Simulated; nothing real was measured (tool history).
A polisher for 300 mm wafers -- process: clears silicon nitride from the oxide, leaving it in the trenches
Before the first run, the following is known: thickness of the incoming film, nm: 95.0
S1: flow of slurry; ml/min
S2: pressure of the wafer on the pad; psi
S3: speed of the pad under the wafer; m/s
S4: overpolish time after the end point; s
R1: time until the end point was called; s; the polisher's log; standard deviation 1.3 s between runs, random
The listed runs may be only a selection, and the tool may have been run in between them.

run	day	S1	S2	S3	S4	R1
1	0.000	260	1.8	1.08	9	154.11
2	0.317	260	2.0	1.08	9	145.99
3	0.600	260	2.0	0.84	9	184.71
4	0.825	210	2.0	0.84	9	187.42
5	1.083	185	2.0	0.84	9	193.55
6	1.429	155	2.0	0.84	9	201.70
7	1.708	225	2.5	1.08	9	127.58
8	1.938	235	2.6	1.12	9	121.83
9	2.138	240	2.6	1.16	9	120.12
10	2.479	245	2.6	1.20	9	116.23

What will run 11 give?
11	2.829	250	2.6	1.24	9	?

{"run 11": {"R1": 110.19}}
